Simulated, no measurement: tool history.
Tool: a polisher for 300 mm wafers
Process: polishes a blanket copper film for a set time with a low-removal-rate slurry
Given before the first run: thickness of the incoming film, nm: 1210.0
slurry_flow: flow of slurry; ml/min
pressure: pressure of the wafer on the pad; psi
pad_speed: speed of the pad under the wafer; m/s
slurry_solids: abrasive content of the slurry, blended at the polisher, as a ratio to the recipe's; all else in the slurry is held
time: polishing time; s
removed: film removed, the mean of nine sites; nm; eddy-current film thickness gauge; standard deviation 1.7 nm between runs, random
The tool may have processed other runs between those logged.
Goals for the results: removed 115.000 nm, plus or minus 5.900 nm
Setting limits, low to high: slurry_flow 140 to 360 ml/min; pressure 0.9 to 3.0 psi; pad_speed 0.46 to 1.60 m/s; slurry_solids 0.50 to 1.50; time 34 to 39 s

run,day,slurry_flow,pressure,pad_speed,slurry_solids,time,removed
1,0.000,230,1.9,1.02,1.00,39,86.023
2,0.196,230,2.0,1.02,1.00,39,89.883
3,0.350,230,2.1,1.02,1.00,39,94.328
4,0.400,260,2.1,1.02,1.00,39,96.153
5,0.758,260,2.2,1.02,1.00,39,101.290
6,0.804,260,2.2,0.86,1.00,39,87.260
7,0.992,260,2.3,0.86,1.00,39,90.397
8,1.117,260,2.4,0.86,1.00,39,96.976
9,1.425,260,2.5,0.86,1.00,39,98.404

5 candidate next runs follow, results not yet known. Just one meets every target within its allowed miss. Identify it.
A,1.733,330,2.6,0.92,1.15,39,?
B,1.733,240,2.6,0.92,1.00,36,?
C,1.733,280,2.4,0.94,1.05,38,?
D,1.733,205,2.6,1.06,0.85,34,?
E,1.733,200,2.3,1.08,1.05,38,?

move,removed
A,111.550
B,97.595
C,99.011
D,98.092
E,103.120
A: in spec on every target
B: just as far off the targets as the last run
C: just as far off the targets as the last run
D: just as far off the targets as the last run
E: closes in on the targets versus the last run, not all within tolerance yet
Answer: A
